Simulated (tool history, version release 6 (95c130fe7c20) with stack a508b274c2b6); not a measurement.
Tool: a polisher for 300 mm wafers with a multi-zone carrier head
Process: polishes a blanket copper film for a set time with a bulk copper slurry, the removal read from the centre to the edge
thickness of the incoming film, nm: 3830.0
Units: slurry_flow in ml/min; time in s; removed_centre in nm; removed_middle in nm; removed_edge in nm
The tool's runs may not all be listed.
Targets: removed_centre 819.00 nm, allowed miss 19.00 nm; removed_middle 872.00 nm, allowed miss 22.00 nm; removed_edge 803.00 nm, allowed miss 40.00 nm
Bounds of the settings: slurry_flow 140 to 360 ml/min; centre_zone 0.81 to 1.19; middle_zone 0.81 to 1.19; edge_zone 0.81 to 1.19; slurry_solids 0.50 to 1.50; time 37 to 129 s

run  hour  slurry_flow  centre_zone  middle_zone  edge_zone  slurry_solids  time  removed_centre  removed_middle  removed_edge
  1   0.0          230         1.00         1.00       1.00           1.00    83          674.64          684.07        624.76
  2   2.6          240         1.01         1.02       1.04           1.10    84          700.91          736.70        660.09
  3   4.2          240         0.98         1.02       1.04           1.10    84          686.28          728.79        656.31
  4   8.8          195         0.98         1.02       1.04           1.10    84          664.56          710.13        651.01
  5  10.6          200         1.00         1.03       1.07           1.20    85          707.61          745.62        686.98
  6  14.9          200         0.94         1.03       1.07           1.20    85          667.79          753.24        698.61
  7  22.7          215         0.96         1.04       1.09           1.25    85          701.21          774.38        713.83
  8  23.6          230         0.97         1.05       1.11           1.30    85          716.82          789.51        741.71
  9  29.4          245         0.99         1.06       1.12           1.30    85          729.46          792.70        738.72

Which of these 5 next moves meets every target?
  A  35.2          275         0.93         1.12       1.15           1.15    88               ?               ?             ?
  B  35.2          220         1.11         1.03       1.14           1.50    80               ?               ?             ?
  C  35.2          250         0.91         0.81       1.19           1.30    98               ?               ?             ?
  D  35.2          275         1.19         0.97       1.05           1.50    80               ?               ?             ?
  E  35.2          265         1.00         1.04       1.10           1.25    94               ?               ?             ?

move  removed_centre  removed_middle  removed_edge
   A          696.18          841.71        758.75
   B          792.00          747.03        724.68
   C          773.85          731.26        884.78
   D          865.05          721.95        705.69
   E          813.68          858.78        808.46
A: further off than the last run
B: further off than the last run
C: further off than the last run
D: takes the result that was furthest off past its target
E: meets every target
Answer: E

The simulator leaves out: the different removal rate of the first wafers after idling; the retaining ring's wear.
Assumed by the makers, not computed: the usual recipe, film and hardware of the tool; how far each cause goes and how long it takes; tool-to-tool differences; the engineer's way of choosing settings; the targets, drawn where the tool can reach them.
